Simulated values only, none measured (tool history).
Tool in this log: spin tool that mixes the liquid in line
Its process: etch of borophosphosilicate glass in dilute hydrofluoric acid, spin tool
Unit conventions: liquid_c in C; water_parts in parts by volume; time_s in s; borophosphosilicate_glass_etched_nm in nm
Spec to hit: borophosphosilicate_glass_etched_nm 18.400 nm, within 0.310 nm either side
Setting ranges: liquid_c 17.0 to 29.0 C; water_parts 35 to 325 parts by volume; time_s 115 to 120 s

| run | hour | liquid_c | water_parts | time_s | borophosphosilicate_glass_etched_nm |
|---|---|---|---|---|---|
| 1 | 0.0 | 21.0 | 180 | 115 | 14.351 |
| 2 | 1.0 | 21.0 | 140 | 115 | 19.322 |
| 3 | 2.3 | 20.5 | 140 | 115 | 19.104 |
| 4 | 7.2 | 20.5 | 180 | 115 | 14.108 |
| 5 | 14.5 | 18.5 | 180 | 115 | 13.079 |
|  | 21.3 | hydrofluoric acid flow meter replaced |
| 6 | 21.3 | 17.0 | 180 | 115 | 14.132 |
| 7 | 27.7 | 17.0 | 175 | 115 | 14.617 |
| 8 | 29.9 | 17.0 | 170 | 115 | 15.084 |
| 9 | 32.9 | 17.0 | 165 | 115 | 15.625 |
| 10 | 37.6 | 17.0 | 160 | 115 | 16.222 |
| 11 | 38.2 | 17.0 | 155 | 115 | 16.789 |

Which of these 5 next moves meets every target?
| A | 38.8 | 17.0 | 155 | 120 | ? |
| B | 38.8 | 18.0 | 155 | 115 | ? |
| C | 38.8 | 17.0 | 145 | 120 | ? |
| D | 38.8 | 17.0 | 150 | 115 | ? |
| E | 38.8 | 18.0 | 155 | 120 | ? |

| move | borophosphosilicate_glass_etched_nm |
|---|---|
| A | 17.633 |
| B | 17.599 |
| C | 19.032 |
| D | 17.546 |
| E | 18.365 |
A: gains on the last run, yet a result remains outside its allowed miss
B: gains on the last run, yet a result remains outside its allowed miss
C: pushes the last run's worst result past its target
D: gains on the last run, yet a result remains outside its allowed miss
E: every result lands within tolerance
E meets every target.
